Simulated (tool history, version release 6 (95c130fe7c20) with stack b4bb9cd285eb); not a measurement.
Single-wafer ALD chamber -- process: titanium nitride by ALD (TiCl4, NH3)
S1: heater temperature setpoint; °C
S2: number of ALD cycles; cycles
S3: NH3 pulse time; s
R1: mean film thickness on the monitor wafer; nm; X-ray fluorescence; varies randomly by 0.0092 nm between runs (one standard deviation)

run  hour   S1   S2    S3      R1
  1     0  380  138  1.63  3.0807
  2   6.4  387  138  1.63  3.1458
  3  15.3  387  138  1.93  3.1724
  4  19.2  387  138  1.93  3.1616
  5  23.3  379  138  1.61  3.0832
  6  25.2  373  138  1.37  3.0285
  7  28.3  361  138  0.85  2.7254
  8  35.5  363  138  0.85  2.7521
  9  42.6  365  138  0.85   2.763
 10    50  366  138  0.85  2.7549

For run 11, what comes out?
 11  51.3  367  139  0.85   ?

Run 11 gave R1 2.799 nm.
